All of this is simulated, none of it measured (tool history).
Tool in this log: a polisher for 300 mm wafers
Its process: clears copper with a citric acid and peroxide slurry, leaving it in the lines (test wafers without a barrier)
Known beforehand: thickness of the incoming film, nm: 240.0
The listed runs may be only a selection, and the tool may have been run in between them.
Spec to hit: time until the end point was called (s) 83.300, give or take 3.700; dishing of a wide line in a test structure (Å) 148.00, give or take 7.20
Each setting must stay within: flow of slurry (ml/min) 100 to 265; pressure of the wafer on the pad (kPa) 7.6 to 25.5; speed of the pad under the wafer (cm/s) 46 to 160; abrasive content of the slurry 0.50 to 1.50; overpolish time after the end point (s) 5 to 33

| run | hour | flow of slurry (ml/min) | pressure of the wafer on the pad (kPa) | speed of the pad under the wafer (cm/s) | abrasive content of the slurry | overpolish time after the end point (s) | time until the end point was called (s) | dishing of a wide line in a test structure (Å) |
|---|---|---|---|---|---|---|---|---|
| 1 | 0.0 | 170 | 16.5 | 102 | 1.00 | 17 | 130.420 | 235.78 |
| 2 | 8.7 | 170 | 17.2 | 104 | 1.00 | 16 | 121.730 | 228.01 |
| 3 | 13.0 | 145 | 17.2 | 104 | 1.00 | 16 | 121.520 | 215.54 |
| 4 | 16.1 | 140 | 17.9 | 104 | 1.00 | 15 | 120.540 | 214.48 |
| 5 | 17.4 | 135 | 17.9 | 108 | 0.95 | 14 | 119.920 | 205.92 |
| 6 | 19.3 | 130 | 18.6 | 108 | 1.00 | 13 | 112.710 | 204.48 |
| 7 | 27.7 | 125 | 18.6 | 108 | 1.05 | 12 | 114.130 | 181.58 |
| 8 | 34.1 | 175 | 22.8 | 110 | 1.30 | 5 | 81.179 | 110.25 |
| 9 | 36.9 | 170 | 22.8 | 110 | 1.25 | 5 | 82.283 | 111.40 |
| 10 | 41.8 | 135 | 23.4 | 110 | 1.10 | 11 | 85.955 | 220.87 |
| 11 | 43.7 | 140 | 23.4 | 110 | 1.15 | 11 | 85.002 | 226.57 |
| 12 | 51.5 | 150 | 23.4 | 110 | 1.20 | 11 | 80.088 | 227.18 |
| 13 | 52.1 | 155 | 23.4 | 110 | 1.20 | 11 | 81.457 | 230.88 |
| 14 | 56.3 | 160 | 23.4 | 110 | 1.20 | 11 | 80.913 | 232.89 |
| 15 | 64.1 | 160 | 23.4 | 110 | 1.20 | 11 | 80.732 | 226.42 |
| 16 | 66.0 | 180 | 21.4 | 112 | 1.20 | 5 | 83.229 | 104.49 |
| 17 | 68.2 | 175 | 21.4 | 112 | 1.20 | 5 | 86.937 | 103.88 |
| 18 | 71.7 | 170 | 21.4 | 112 | 1.20 | 5 | 86.994 | 102.52 |
| 19 | 78.3 | 165 | 21.4 | 112 | 1.20 | 5 | 86.784 | 104.56 |
| 20 | 80.7 | 160 | 21.4 | 112 | 1.20 | 5 | 86.123 | 104.03 |
| 21 | 89.1 | 145 | 23.4 | 110 | 1.10 | 6 | 85.687 | 125.45 |
| 22 | 96.5 | 145 | 25.5 | 108 | 1.00 | 8 | 81.891 | 174.04 |
| 23 | 102.5 | 150 | 25.5 | 108 | 1.00 | 8 | 77.986 | 176.34 |
| 24 | 108.3 | 140 | 24.1 | 108 | 1.00 | 5 | 86.080 | 103.11 |
| 25 | 110.0 | 130 | 24.1 | 110 | 1.10 | 6 | 83.157 | 128.97 |

Pick the move, out of 4, that brings all results within their allowed miss; only one does.
| A | 111.7 | 145 | 25.5 | 110 | 1.15 | 6 | ? | ? |
| B | 111.7 | 130 | 25.5 | 104 | 1.15 | 7 | ? | ? |
| C | 111.7 | 125 | 22.1 | 130 | 0.95 | 6 | ? | ? |
| D | 111.7 | 130 | 23.4 | 112 | 1.25 | 6 | ? | ? |

| move | time until the end point was called (s) | dishing of a wide line in a test structure (Å) |
|---|---|---|
| A | 78.282 | 138.15 |
| B | 84.674 | 148.52 |
| C | 83.305 | 129.91 |
| D | 83.684 | 129.46 |
A: nearer than the last run, and not there yet
B: meets every target
C: neither nearer nor further off than the last run
D: neither nearer nor further off than the last run
B is the move that brings every result within its allowed miss.
